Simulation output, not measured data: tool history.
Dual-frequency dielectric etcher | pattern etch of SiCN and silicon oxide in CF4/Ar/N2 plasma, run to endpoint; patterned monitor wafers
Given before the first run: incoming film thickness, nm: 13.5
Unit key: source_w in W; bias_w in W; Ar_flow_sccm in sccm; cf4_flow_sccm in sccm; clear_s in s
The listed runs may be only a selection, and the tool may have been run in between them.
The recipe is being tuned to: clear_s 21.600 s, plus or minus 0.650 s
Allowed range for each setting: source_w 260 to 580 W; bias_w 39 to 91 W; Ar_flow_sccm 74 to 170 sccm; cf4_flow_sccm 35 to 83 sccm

run  hour  source_w  bias_w  Ar_flow_sccm  cf4_flow_sccm  clear_s
  1   0.0       420      65           122             59   18.514
  2   3.9       450      65           122             59   17.825
  3   6.0       430      64           123             59   18.513
  4   9.1       430      64           112             59   18.202
  5  11.6       430      64           112             50   18.940
  6  13.0       430      64           119             50   18.964
  7  14.0       420      64           119             50   19.160
  8  17.7       410      63           119             50   19.653
  9  20.1       400      63           119             50   19.922
 10  21.1       390      63           119             50   20.128
 11  28.0       380      63           119             50   20.513
 12  35.4       370      63           119             50   20.512

Below are 5 possible settings for the next run. Only one of them brings all results inside the allowed miss of their targets. Which is it?
  A  42.8       410      67           118             49        ?
  B  42.8       390      71           133             62        ?
  C  42.8       460      53           110             41        ?
  D  42.8       330      73           115             44        ?
  E  42.8       390      61           107             52        ?

move  clear_s
   A   19.152
   B   19.056
   C   19.299
   D   21.683
   E   19.742
A: its largest miss is bigger than the last run's
B: its largest miss is bigger than the last run's
C: its largest miss is bigger than the last run's
D: all results in spec
E: its largest miss is bigger than the last run's
So the answer is move D, the one that meets all the targets.
